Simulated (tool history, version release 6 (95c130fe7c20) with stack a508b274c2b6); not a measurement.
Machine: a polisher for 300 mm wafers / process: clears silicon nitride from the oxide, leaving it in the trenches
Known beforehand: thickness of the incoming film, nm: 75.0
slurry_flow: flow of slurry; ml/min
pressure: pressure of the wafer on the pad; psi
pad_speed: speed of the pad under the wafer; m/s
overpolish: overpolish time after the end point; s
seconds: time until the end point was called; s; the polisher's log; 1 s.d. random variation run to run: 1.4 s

run 1 hour=0.0 | slurry_flow=180 pressure=2.4 pad_speed=1.30 overpolish=43 | seconds=98.582
run 2 hour=4.7 | slurry_flow=180 pressure=2.4 pad_speed=1.30 overpolish=46 | seconds=101.400
run 3 hour=13.5 | slurry_flow=210 pressure=2.4 pad_speed=1.30 overpolish=46 | seconds=91.671
run 4 hour=16.3 | slurry_flow=220 pressure=2.4 pad_speed=1.30 overpolish=46 | seconds=96.041
run 5 hour=23.3 | slurry_flow=220 pressure=2.5 pad_speed=1.30 overpolish=46 | seconds=89.365
run 6 hour=24.8 | slurry_flow=245 pressure=2.5 pad_speed=1.30 overpolish=46 | seconds=90.346

For run 7, what comes out?
run 7 hour=32.4 | slurry_flow=245 pressure=2.6 pad_speed=1.30 overpolish=46 | seconds=?

For run 7 the tool returned seconds 88.818 s.
